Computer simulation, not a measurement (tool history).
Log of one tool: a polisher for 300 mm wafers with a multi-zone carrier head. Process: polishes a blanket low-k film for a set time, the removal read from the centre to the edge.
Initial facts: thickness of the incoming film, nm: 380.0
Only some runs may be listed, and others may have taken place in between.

run  hour  flow of slurry (ml/min)  pressure of the head's centre zone  pressure of the head's middle zone  pressure of the head's edge zone  abrasive content of the slurry  polishing time (s)  film removed at the wafer's centre (angstrom)  film removed at mid-radius (angstrom)  film removed at the wafer's edge (angstrom)
  1   0.0                      130                                1.00                                1.00                              1.00                            1.00                  46                                         260.97                                 269.10                                       271.50
  2   7.6                      130                                1.04                                1.00                              1.00                            1.00                  46                                         273.70                                 267.02                                       268.63
  3  12.5                      130                                0.97                                1.00                              1.00                            1.00                  46                                         257.98                                 262.47                                       272.74
  4  15.0                      135                                0.98                                1.01                              1.01                            1.00                  46                                         262.01                                 269.54                                       269.13
  5  22.3                      135                                0.98                                1.01                              1.01                            1.05                  46                                         262.76                                 276.48                                       280.05
  6  27.4                      135                                0.91                                1.01                              1.01                            1.05                  46                                         251.99                                 277.83                                       272.87
  7  36.0                      140                                0.93                                1.01                              1.02                            1.05                  46                                         256.22                                 276.07                                       282.21
  8  41.5                      145                                0.95                                1.02                              1.02                            1.05                  46                                         259.10                                 284.81                                       276.16
  9  50.3                      150                                0.97                                1.02                              1.03                            1.05                  46                                         272.14                                 282.32                                       286.05
 10  53.2                      155                                0.98                                1.03                              1.04                            1.05                  46                                         275.07                                 287.50                                       282.20
 11  58.9                      160                                0.99                                1.03                              1.05                            1.05                  46                                         273.92                                 288.46                                       290.22
 12  64.6                      165                                1.00                                1.04                              1.05                            1.05                  46                                         280.62                                 292.30                                       289.16
 13  73.5                      165                                1.01                                1.05                              1.06                            1.05                  46                                         284.94                                 296.69                                       289.02
 14  77.0                      165                                1.02                                1.05                              1.07                            1.05                  46                                         285.52                                 295.58                                       292.93

Forecast run 15:
 15  83.9                      165                                1.02                                1.05                              1.07                            1.05                  46                                              ?                                      ?                                            ?

{"run 15": {"film removed at the wafer's centre (angstrom)": 288.89, "film removed at mid-radius (angstrom)": 295.86, "film removed at the wafer's edge (angstrom)": 291.49}}
